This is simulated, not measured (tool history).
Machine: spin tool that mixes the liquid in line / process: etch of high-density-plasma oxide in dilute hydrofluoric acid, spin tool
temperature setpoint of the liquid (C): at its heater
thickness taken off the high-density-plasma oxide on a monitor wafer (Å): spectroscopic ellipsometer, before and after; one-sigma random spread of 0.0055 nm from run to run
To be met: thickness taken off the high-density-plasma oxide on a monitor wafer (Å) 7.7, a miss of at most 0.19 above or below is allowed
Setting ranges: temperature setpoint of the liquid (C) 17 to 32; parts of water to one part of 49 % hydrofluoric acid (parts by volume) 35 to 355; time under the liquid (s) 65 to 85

run  hour  temperature setpoint of the liquid (C)  parts of water to one part of 49 % hydrofluoric acid (parts by volume)  time under the liquid (s)  thickness taken off the high-density-plasma oxide on a monitor wafer (Å)
  1     0                                      24                                                                     195                         85                                                                    21.592
  2   4.8                                      22                                                                     230                         85                                                                    16.059
  3   9.7                                      25                                                                     230                         85                                                                    17.934
  4  16.7                                      25                                                                     190                         85                                                                     22.66
  5  20.4                                      25                                                                     190                         65                                                                    17.406
  6  27.2                                      25                                                                     235                         65                                                                    13.216
  7    34                                      24                                                                     255                         65                                                                    11.628
     35.5  -- thermometer replaced
  8  35.5                                      20                                                                     305                         65                                                                    7.4964

Which one of the following 4 next-run settings gets every result inside its allowed miss? There is exactly one.
  A    37                                    22.5                                                                     355                         70                                                                         ?
  B    37                                      19                                                                     345                         75                                                                         ?
  C    37                                      17                                                                     320                         80                                                                         ?
  D    37                                      22                                                                     345                         70                                                                         ?

move  thickness taken off the high-density-plasma oxide on a monitor wafer (Å)
   A                                                                    7.1999
   B                                                                    7.0785
   C                                                                    7.7215
   D                                                                    7.3475
A: the biggest miss grows against the last run
B: the biggest miss grows against the last run
C: all results land within tolerance of their targets
D: the biggest miss grows against the last run
The move that meets every target is C.
